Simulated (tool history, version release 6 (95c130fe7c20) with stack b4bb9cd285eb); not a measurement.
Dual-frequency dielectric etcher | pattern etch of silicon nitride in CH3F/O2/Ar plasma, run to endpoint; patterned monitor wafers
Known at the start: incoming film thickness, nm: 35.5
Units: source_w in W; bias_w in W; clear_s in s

run 1 hour=0.0 | source_w=320 bias_w=67 | clear_s=57.956
run 2 hour=8.5 | source_w=280 bias_w=67 | clear_s=62.121
run 3 hour=9.6 | source_w=270 bias_w=67 | clear_s=62.918
run 4 hour=16.6 | source_w=260 bias_w=67 | clear_s=63.467
run 5 hour=17.8 | source_w=290 bias_w=67 | clear_s=60.809
run 6 hour=23.0 | source_w=270 bias_w=66 | clear_s=63.296

Run 7 comes next. What will it give?
run 7 hour=26.3 | source_w=260 bias_w=66 | clear_s=?

{"run 7": {"clear_s": 64.285}}
